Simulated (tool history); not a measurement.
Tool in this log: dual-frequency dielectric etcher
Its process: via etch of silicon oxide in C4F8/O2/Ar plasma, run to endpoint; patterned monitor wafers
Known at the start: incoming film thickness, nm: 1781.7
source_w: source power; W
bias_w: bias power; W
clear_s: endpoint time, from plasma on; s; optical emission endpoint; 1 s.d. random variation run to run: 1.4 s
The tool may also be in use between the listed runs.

run 1 hour=0 | source_w=1420 bias_w=2790 | clear_s=374.66
run 2 hour=6.7 | source_w=1540 bias_w=2790 | clear_s=363.75
run 3 hour=8.6 | source_w=1590 bias_w=2803 | clear_s=359.38
run 4 hour=16.6 | source_w=1590 bias_w=3032 | clear_s=351.29
run 5 hour=20.5 | source_w=1590 bias_w=2612 | clear_s=364.27
run 6 hour=24.3 | source_w=1640 bias_w=2636 | clear_s=359.12
run 7 hour=29.7 | source_w=1680 bias_w=2657 | clear_s=352.91
run 8 hour=34 | source_w=1970 bias_w=2729 | clear_s=331.3

What does the tool deliver on the next run?
run 9 hour=42.2 | source_w=1970 bias_w=2750 | clear_s=?

Run 9 came out at clear_s 332.52 s.
